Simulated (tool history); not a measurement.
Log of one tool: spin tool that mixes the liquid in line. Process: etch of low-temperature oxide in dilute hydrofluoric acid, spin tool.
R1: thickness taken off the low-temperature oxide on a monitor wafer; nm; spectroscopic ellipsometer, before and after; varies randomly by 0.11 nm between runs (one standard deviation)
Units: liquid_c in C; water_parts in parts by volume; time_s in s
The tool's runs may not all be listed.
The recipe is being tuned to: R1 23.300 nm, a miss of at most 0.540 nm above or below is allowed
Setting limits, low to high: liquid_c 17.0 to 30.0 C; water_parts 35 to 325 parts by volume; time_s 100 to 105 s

{"run": 1, "hour": 0.0, "liquid_c": 22.0, "water_parts": 180, "time_s": 100, "R1": 17.019}
{"run": 2, "hour": 1.0, "liquid_c": 22.0, "water_parts": 180, "time_s": 105, "R1": 18.18}
{"run": 3, "hour": 5.4, "liquid_c": 23.0, "water_parts": 180, "time_s": 105, "R1": 18.74}
{"run": 4, "hour": 13.6, "liquid_c": 24.0, "water_parts": 180, "time_s": 105, "R1": 19.542}
{"run": 5, "hour": 22.7, "liquid_c": 24.0, "water_parts": 180, "time_s": 100, "R1": 18.626}
{"run": 6, "hour": 27.9, "liquid_c": 24.0, "water_parts": 135, "time_s": 100, "R1": 25.968}
{"run": 7, "hour": 35.7, "liquid_c": 24.0, "water_parts": 135, "time_s": 100, "R1": 25.848}
{"run": 8, "hour": 42.1, "liquid_c": 23.5, "water_parts": 135, "time_s": 100, "R1": 25.68}
{"run": 9, "hour": 49.3, "liquid_c": 20.5, "water_parts": 135, "time_s": 100, "R1": 22.59}

4 next moves are on the table. One of them brings every result within its allowed miss. Which?
{"run": "A", "hour": 56.5, "liquid_c": 19.0, "water_parts": 130, "time_s": 105, "R1": "?"}
{"run": "B", "hour": 56.5, "liquid_c": 19.0, "water_parts": 125, "time_s": 105, "R1": "?"}
{"run": "C", "hour": 56.5, "liquid_c": 18.5, "water_parts": 135, "time_s": 105, "R1": "?"}
{"run": "D", "hour": 56.5, "liquid_c": 24.0, "water_parts": 140, "time_s": 100, "R1": "?"}

move=A R1=23.272
move=B R1=24.330
move=C R1=21.845
move=D R1=24.811
A: every result lands within tolerance
B: takes the biggest miss from the last run beyond its target
C: lands further from the targets than the last run did
D: takes the biggest miss from the last run beyond its target
A is the move that brings every result within its allowed miss.
